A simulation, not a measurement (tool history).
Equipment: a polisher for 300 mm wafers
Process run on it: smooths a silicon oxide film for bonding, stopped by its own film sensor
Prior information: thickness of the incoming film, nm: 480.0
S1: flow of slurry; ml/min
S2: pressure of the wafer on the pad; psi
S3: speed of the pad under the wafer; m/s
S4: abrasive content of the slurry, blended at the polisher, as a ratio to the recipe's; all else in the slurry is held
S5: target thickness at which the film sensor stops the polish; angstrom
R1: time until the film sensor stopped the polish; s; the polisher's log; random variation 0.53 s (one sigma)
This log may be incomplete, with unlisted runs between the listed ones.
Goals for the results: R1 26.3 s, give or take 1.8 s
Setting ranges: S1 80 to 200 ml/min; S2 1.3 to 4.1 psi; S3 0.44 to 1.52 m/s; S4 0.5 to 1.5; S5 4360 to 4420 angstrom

run	hour	S1	S2	S3	S4	S5	R1
1	0	130	2.7	0.98	1	4360	47.997
2	6.4	130	2.7	0.78	1	4360	55.6
3	8.5	130	2.7	0.78	1	4360	56.429
4	14.4	130	3.1	0.88	1	4370	43.858
5	20.5	120	3.1	0.88	1	4370	44.839
6	23.9	120	3.1	0.74	1	4370	49.893
7	30.9	120	3.4	0.82	1.05	4380	40.822
8	38.4	120	3.6	0.88	1.05	4380	36.699
9	41.7	120	3.8	0.94	1.05	4380	32.943
10	47.3	120	3.9	0.98	1.05	4380	31.064
11	48	120	4	1.02	1.05	4380	29.697
12	50.6	120	4	1.06	1.05	4380	28.666
13	54.4	120	4	1.08	1.05	4380	28.735

Which one of the following 4 next-run settings gets every result inside its allowed miss? There is exactly one.
A	58.2	140	3.7	1.14	1	4420	?
B	58.2	155	4	1.2	1	4420	?
C	58.2	110	4.1	1.28	0.95	4420	?
D	58.2	140	4	1.22	1.05	4420	?

move	R1
A	26.728
B	23.633
C	23.819
D	22.878
A: meets every target
B: takes the result that was furthest off past its target
C: takes the result that was furthest off past its target
D: takes the result that was furthest off past its target
Correct choice: A, which meets every target

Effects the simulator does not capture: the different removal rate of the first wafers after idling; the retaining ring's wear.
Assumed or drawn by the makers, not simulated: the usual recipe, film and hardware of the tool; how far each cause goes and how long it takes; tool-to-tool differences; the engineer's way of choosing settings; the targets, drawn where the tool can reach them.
